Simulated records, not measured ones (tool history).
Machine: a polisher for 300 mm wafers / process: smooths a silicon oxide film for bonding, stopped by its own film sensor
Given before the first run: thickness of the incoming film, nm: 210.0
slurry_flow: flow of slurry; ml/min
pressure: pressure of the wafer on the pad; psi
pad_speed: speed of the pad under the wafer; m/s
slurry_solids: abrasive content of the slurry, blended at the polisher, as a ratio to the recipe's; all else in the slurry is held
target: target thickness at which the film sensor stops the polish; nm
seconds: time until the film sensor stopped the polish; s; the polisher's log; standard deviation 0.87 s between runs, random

run 1 day=0 | slurry_flow=125 pressure=2.4 pad_speed=0.86 slurry_solids=1 target=148 | seconds=78
run 2 day=0.121 | slurry_flow=125 pressure=2.6 pad_speed=0.88 slurry_solids=1 target=148 | seconds=73.709
run 3 day=0.483 | slurry_flow=125 pressure=2.8 pad_speed=0.9 slurry_solids=1 target=148 | seconds=66.486
run 4 day=0.521 | slurry_flow=125 pressure=2.8 pad_speed=0.9 slurry_solids=1 target=145 | seconds=69.307
run 5 day=0.562 | slurry_flow=125 pressure=3 pad_speed=0.92 slurry_solids=1 target=145 | seconds=64.357
run 6 day=0.867 | slurry_flow=125 pressure=3.1 pad_speed=0.92 slurry_solids=1 target=145 | seconds=60.783
run 7 day=0.996 | slurry_flow=125 pressure=3.2 pad_speed=0.92 slurry_solids=1 target=145 | seconds=61.698

Forecast run 8:
run 8 day=1.267 | slurry_flow=125 pressure=3.3 pad_speed=0.94 slurry_solids=1 target=145 | seconds=?

{"run 8": {"seconds": 57.115}}
